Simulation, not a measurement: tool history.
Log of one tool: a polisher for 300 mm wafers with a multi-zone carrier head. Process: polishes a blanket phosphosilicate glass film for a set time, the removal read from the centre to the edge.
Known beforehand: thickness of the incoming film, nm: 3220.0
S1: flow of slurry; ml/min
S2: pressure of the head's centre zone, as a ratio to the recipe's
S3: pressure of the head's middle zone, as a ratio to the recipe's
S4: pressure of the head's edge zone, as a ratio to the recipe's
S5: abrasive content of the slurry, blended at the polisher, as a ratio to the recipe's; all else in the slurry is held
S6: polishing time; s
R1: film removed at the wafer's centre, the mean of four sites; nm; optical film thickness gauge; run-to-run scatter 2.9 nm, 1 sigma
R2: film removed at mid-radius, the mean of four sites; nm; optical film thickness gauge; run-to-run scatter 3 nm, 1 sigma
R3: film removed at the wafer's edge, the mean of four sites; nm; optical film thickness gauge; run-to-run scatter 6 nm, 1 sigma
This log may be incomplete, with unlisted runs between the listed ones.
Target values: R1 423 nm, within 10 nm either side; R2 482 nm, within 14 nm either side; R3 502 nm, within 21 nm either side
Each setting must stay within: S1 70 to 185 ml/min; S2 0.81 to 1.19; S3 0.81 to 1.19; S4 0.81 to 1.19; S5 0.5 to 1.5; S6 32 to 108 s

{"run": 1, "hour": 0.0, "S1": 120, "S2": 1, "S3": 1, "S4": 1, "S5": 1, "S6": 70, "R1": 359.16, "R2": 371.33, "R3": 369.6}
{"run": 2, "hour": 4.7, "S1": 120, "S2": 1.07, "S3": 1, "S4": 1, "S5": 1, "S6": 70, "R1": 387.24, "R2": 364.65, "R3": 375.34}
{"run": 3, "hour": 6.1, "S1": 120, "S2": 1.07, "S3": 1, "S4": 0.96, "S5": 1, "S6": 70, "R1": 388.72, "R2": 372.14, "R3": 353.23}
{"run": 4, "hour": 14.7, "S1": 130, "S2": 1.05, "S3": 1.03, "S4": 1, "S5": 1.05, "S6": 70, "R1": 396.25, "R2": 400.75, "R3": 379.94}
{"run": 5, "hour": 23.5, "S1": 140, "S2": 1.03, "S3": 1.04, "S4": 1.04, "S5": 1.1, "S6": 70, "R1": 405.91, "R2": 408.04, "R3": 403.31}
{"run": 6, "hour": 32.4, "S1": 145, "S2": 1.01, "S3": 1.06, "S4": 1.07, "S5": 1.15, "S6": 70, "R1": 406.52, "R2": 429.83, "R3": 417.35}
{"run": 7, "hour": 34.2, "S1": 150, "S2": 0.99, "S3": 1.06, "S4": 1.1, "S5": 1.2, "S6": 70, "R1": 407.38, "R2": 442.12, "R3": 430.99}
{"run": 8, "hour": 39.1, "S1": 150, "S2": 0.98, "S3": 1.05, "S4": 1.12, "S5": 1.25, "S6": 70, "R1": 414.9, "R2": 445.31, "R3": 457.61}
{"run": 9, "hour": 40.1, "S1": 150, "S2": 0.97, "S3": 1.06, "S4": 1.13, "S5": 1.25, "S6": 70, "R1": 407.74, "R2": 445.2, "R3": 445.58}
{"run": 10, "hour": 41.3, "S1": 160, "S2": 0.88, "S3": 1.02, "S4": 1.19, "S5": 1.5, "S6": 70, "R1": 403.23, "R2": 473.22, "R3": 507.36}
{"run": 11, "hour": 46.9, "S1": 165, "S2": 0.88, "S3": 1.02, "S4": 1.18, "S5": 1.5, "S6": 70, "R1": 398.7, "R2": 475.85, "R3": 498.31}
{"run": 12, "hour": 49.6, "S1": 165, "S2": 0.89, "S3": 1.02, "S4": 1.18, "S5": 1.5, "S6": 70, "R1": 404.98, "R2": 472.32, "R3": 494.15}
{"run": 13, "hour": 54.4, "S1": 165, "S2": 0.9, "S3": 1.02, "S4": 1.18, "S5": 1.5, "S6": 70, "R1": 413.66, "R2": 471.92, "R3": 502.13}

4 candidate next runs follow, results not yet known. Just one meets every target within its allowed miss. Identify it.
{"run": "A", "hour": 59.2, "S1": 175, "S2": 0.95, "S3": 0.96, "S4": 1.17, "S5": 1.5, "S6": 69, "R1": "?", "R2": "?", "R3": "?"}
{"run": "B", "hour": 59.2, "S1": 120, "S2": 0.97, "S3": 1, "S4": 1.19, "S5": 1.4, "S6": 73, "R1": "?", "R2": "?", "R3": "?"}
{"run": "C", "hour": 59.2, "S1": 165, "S2": 0.88, "S3": 1.01, "S4": 1.19, "S5": 1.5, "S6": 70, "R1": "?", "R2": "?", "R3": "?"}
{"run": "D", "hour": 59.2, "S1": 180, "S2": 0.91, "S3": 1.02, "S4": 1.18, "S5": 1.5, "S6": 70, "R1": "?", "R2": "?", "R3": "?"}

move=A R1=435.99 R2=447.2 R3=493.47
move=B R1=420.08 R2=440.95 R3=485.03
move=C R1=404.88 R2=468.77 R3=500.93
move=D R1=425.96 R2=479.82 R3=504.2
A: the result that was furthest off in the last run now lies on the other side of its target
B: the furthest-off result lands on target, but another misses its tolerance
C: the biggest miss grows against the last run
D: every result lands within tolerance
Move D is the one to make.
